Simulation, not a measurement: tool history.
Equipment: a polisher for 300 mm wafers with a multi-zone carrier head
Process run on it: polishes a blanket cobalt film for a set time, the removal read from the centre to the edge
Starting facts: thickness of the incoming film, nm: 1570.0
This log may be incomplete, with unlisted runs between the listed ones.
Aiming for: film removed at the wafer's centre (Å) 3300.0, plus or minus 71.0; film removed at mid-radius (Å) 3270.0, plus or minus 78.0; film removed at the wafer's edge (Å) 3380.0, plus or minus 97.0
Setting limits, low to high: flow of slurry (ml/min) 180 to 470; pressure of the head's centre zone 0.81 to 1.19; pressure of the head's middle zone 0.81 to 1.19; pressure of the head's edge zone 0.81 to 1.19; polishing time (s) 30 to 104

run	hour	flow of slurry (ml/min)	pressure of the head's centre zone	pressure of the head's middle zone	pressure of the head's edge zone	polishing time (s)	film removed at the wafer's centre (Å)	film removed at mid-radius (Å)	film removed at the wafer's edge (Å)
1	0.0	300	1.00	1.00	1.00	67	2731.3	2658.7	2686.7
2	2.9	300	1.05	1.00	1.00	67	2838.4	2702.3	2714.0
3	6.7	300	1.05	0.93	1.00	67	2829.8	2555.9	2740.2
4	11.8	305	1.05	0.96	1.03	69	2944.9	2655.5	2891.6
5	17.4	315	1.05	1.00	1.05	70	3016.3	2810.3	2907.7
# hour 23.8: slurry nozzle cleaned
6	23.8	315	1.05	1.00	1.01	70	3116.6	2910.0	2945.2
7	28.3	325	1.04	1.01	1.03	71	3092.5	3033.3	3061.0
8	34.2	335	1.04	1.01	1.04	71	3174.4	3035.6	2991.1
9	37.2	330	1.03	1.02	1.06	72	3142.3	3071.3	3086.1
10	39.5	330	1.03	1.02	1.06	72	3152.3	3076.0	3064.0
11	48.2	335	1.02	1.02	1.08	73	3153.2	3109.7	3134.7
12	52.7	345	1.02	1.02	1.09	73	3162.8	3093.6	3167.8
13	56.3	355	1.02	1.02	1.10	73	3148.3	3079.9	3208.6
14	57.0	370	1.02	1.02	1.10	73	3203.3	3176.1	3224.8
15	65.6	375	1.02	1.02	1.11	73	3188.7	3102.1	3235.8
16	73.3	385	1.02	1.02	1.12	73	3208.4	3134.8	3303.1
17	81.2	395	1.02	1.02	1.12	73	3230.6	3183.9	3268.5
18	83.8	400	1.02	1.02	1.13	73	3227.1	3126.6	3247.7
19	90.7	405	1.02	1.02	1.14	73	3191.2	3146.8	3299.4
20	94.4	410	1.02	1.02	1.14	73	3207.9	3129.2	3312.3
21	95.8	415	1.02	1.03	1.14	73	3211.0	3174.2	3336.1

Below are 5 possible settings for the next run. Only one of them brings all results inside the allowed miss of their targets. Which is it?
A	97.2	470	1.02	0.95	1.17	73	?	?	?
B	97.2	305	1.02	1.03	1.12	77	?	?	?
C	97.2	410	1.00	1.04	1.18	70	?	?	?
D	97.2	265	1.01	0.98	1.10	77	?	?	?
E	97.2	405	1.04	1.01	1.15	72	?	?	?

move	film removed at the wafer's centre (Å)	film removed at mid-radius (Å)	film removed at the wafer's edge (Å)
A	3266.5	2975.8	3350.3
B	3316.8	3224.3	3360.4
C	3040.8	3029.7	3200.2
D	3227.1	3056.5	3293.0
E	3249.9	3043.6	3246.8
A: meets the target for the result that was furthest off, but another lies outside its allowed miss
B: all results in spec
C: its largest miss is bigger than the last run's
D: its largest miss is bigger than the last run's
E: meets the target for the result that was furthest off, but another lies outside its allowed miss
B is the move that brings every result within its allowed miss.

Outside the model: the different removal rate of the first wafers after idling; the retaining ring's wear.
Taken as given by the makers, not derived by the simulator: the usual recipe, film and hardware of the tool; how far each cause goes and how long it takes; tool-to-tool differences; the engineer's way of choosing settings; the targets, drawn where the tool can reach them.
